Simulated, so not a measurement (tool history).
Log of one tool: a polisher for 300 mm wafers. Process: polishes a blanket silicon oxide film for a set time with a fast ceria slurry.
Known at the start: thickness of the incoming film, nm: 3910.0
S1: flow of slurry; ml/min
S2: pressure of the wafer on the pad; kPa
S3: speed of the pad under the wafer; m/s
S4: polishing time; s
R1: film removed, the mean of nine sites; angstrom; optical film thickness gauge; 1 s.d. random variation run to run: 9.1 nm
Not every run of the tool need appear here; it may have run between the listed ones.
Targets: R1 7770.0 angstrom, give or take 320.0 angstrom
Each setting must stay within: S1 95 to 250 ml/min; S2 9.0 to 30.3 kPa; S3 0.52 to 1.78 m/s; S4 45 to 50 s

| run | hour | S1 | S2 | S3 | S4 | R1 |
|---|---|---|---|---|---|---|
| 1 | 0.0 | 160 | 19.3 | 1.14 | 50 | 10444.0 |
| 2 | 5.7 | 160 | 19.3 | 1.14 | 50 | 10364.0 |
| 3 | 7.4 | 160 | 19.3 | 1.24 | 50 | 11279.0 |
| 4 | 14.2 | 160 | 17.2 | 1.24 | 50 | 10267.0 |
| 5 | 16.8 | 160 | 15.2 | 1.24 | 50 | 8996.8 |
| 6 | 17.5 | 160 | 20.0 | 1.24 | 50 | 11772.0 |
| 7 | 25.2 | 160 | 17.2 | 1.24 | 50 | 10252.0 |
| 8 | 32.1 | 160 | 15.9 | 1.24 | 50 | 9573.9 |
| 9 | 37.5 | 160 | 14.5 | 1.24 | 50 | 8678.1 |
| 10 | 39.0 | 160 | 13.8 | 1.24 | 50 | 8102.2 |

Which single option among these 4 for the next run brings every result within its allowed miss of target? Just one does.
| A | 40.5 | 185 | 13.8 | 1.30 | 50 | ? |
| B | 40.5 | 180 | 14.5 | 1.20 | 50 | ? |
| C | 40.5 | 160 | 13.1 | 1.46 | 46 | ? |
| D | 40.5 | 130 | 14.5 | 1.32 | 45 | ? |

| move | R1 |
|---|---|
| A | 8944.9 |
| B | 8635.1 |
| C | 8566.9 |
| D | 8019.7 |
A: moves away from the targets compared with the last run
B: moves away from the targets compared with the last run
C: moves away from the targets compared with the last run
D: every result lands within tolerance
Move D is the one to make.

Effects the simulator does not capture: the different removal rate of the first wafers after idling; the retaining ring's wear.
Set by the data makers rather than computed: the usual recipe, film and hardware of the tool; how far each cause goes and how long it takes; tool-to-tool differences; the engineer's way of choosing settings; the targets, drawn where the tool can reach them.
